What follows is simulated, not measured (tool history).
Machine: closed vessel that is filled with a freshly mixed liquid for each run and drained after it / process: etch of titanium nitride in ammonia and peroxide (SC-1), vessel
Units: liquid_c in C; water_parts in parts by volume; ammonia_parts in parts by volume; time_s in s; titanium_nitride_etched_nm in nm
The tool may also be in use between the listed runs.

| run | hour | liquid_c | water_parts | ammonia_parts | time_s | titanium_nitride_etched_nm |
|---|---|---|---|---|---|---|
| 1 | 0.0 | 59.0 | 7.5 | 0.55 | 185 | 21.530 |
| 2 | 2.9 | 54.5 | 7.5 | 0.55 | 185 | 16.231 |
| 3 | 9.2 | 54.5 | 7.5 | 0.65 | 185 | 16.350 |
| 4 | 10.8 | 53.5 | 7.5 | 0.65 | 185 | 15.278 |
| 5 | 16.2 | 53.5 | 7.5 | 0.65 | 195 | 16.061 |
| 6 | 21.3 | 52.5 | 7.5 | 0.65 | 195 | 14.860 |
| 7 | 22.5 | 52.0 | 7.5 | 0.65 | 195 | 14.768 |

The next listed run, before its measurement:
| 8 | 23.8 | 50.5 | 7.5 | 0.65 | 195 | ? |

titanium_nitride_etched_nm: 13.081 nm
